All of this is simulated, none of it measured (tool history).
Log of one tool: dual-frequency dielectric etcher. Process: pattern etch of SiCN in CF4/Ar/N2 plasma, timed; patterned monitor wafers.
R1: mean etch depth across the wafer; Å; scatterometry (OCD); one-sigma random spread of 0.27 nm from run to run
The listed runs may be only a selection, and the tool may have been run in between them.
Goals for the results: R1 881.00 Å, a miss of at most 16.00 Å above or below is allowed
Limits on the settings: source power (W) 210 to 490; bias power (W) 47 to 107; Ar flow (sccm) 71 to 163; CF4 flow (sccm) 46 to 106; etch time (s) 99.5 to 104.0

run 1 day=0.000 | source_power_(W)=350 bias_power_(W)=77 Ar_flow_(sccm)=117 CF4_flow_(sccm)=76 etch_time_(s)=99.5 | R1=753.18
run 2 day=0.071 | source_power_(W)=350 bias_power_(W)=77 Ar_flow_(sccm)=103 CF4_flow_(sccm)=76 etch_time_(s)=99.5 | R1=757.50
run 3 day=0.346 | source_power_(W)=360 bias_power_(W)=77 Ar_flow_(sccm)=103 CF4_flow_(sccm)=76 etch_time_(s)=99.5 | R1=770.96
run 4 day=0.617 | source_power_(W)=360 bias_power_(W)=87 Ar_flow_(sccm)=103 CF4_flow_(sccm)=76 etch_time_(s)=99.5 | R1=824.37
run 5 day=0.850 | source_power_(W)=360 bias_power_(W)=87 Ar_flow_(sccm)=103 CF4_flow_(sccm)=76 etch_time_(s)=99.5 | R1=819.55
run 6 day=0.904 | source_power_(W)=370 bias_power_(W)=87 Ar_flow_(sccm)=103 CF4_flow_(sccm)=76 etch_time_(s)=99.5 | R1=836.71
run 7 day=0.962 | source_power_(W)=380 bias_power_(W)=87 Ar_flow_(sccm)=103 CF4_flow_(sccm)=76 etch_time_(s)=99.5 | R1=844.58
run 8 day=1.246 | source_power_(W)=390 bias_power_(W)=87 Ar_flow_(sccm)=103 CF4_flow_(sccm)=76 etch_time_(s)=99.5 | R1=854.47

Pick the move, out of 5, that brings all results within their allowed miss; only one does.
run A day=1.529 | source_power_(W)=350 bias_power_(W)=105 Ar_flow_(sccm)=89 CF4_flow_(sccm)=60 etch_time_(s)=103.0 | R1=?
run B day=1.529 | source_power_(W)=360 bias_power_(W)=106 Ar_flow_(sccm)=95 CF4_flow_(sccm)=79 etch_time_(s)=99.5 | R1=?
run C day=1.529 | source_power_(W)=410 bias_power_(W)=85 Ar_flow_(sccm)=109 CF4_flow_(sccm)=84 etch_time_(s)=102.5 | R1=?
run D day=1.529 | source_power_(W)=370 bias_power_(W)=86 Ar_flow_(sccm)=112 CF4_flow_(sccm)=75 etch_time_(s)=100.5 | R1=?
run E day=1.529 | source_power_(W)=380 bias_power_(W)=91 Ar_flow_(sccm)=118 CF4_flow_(sccm)=82 etch_time_(s)=101.0 | R1=?

move=A R1=904.85
move=B R1=919.07
move=C R1=905.44
move=D R1=830.94
move=E R1=878.83
A: moves the result that the last run missed by most past its target, out the other side
B: moves the result that the last run missed by most past its target, out the other side
C: moves the result that the last run missed by most past its target, out the other side
D: lands further from the targets than the last run did
E: hits every target within its allowed miss
E is the move that brings every result within its allowed miss.

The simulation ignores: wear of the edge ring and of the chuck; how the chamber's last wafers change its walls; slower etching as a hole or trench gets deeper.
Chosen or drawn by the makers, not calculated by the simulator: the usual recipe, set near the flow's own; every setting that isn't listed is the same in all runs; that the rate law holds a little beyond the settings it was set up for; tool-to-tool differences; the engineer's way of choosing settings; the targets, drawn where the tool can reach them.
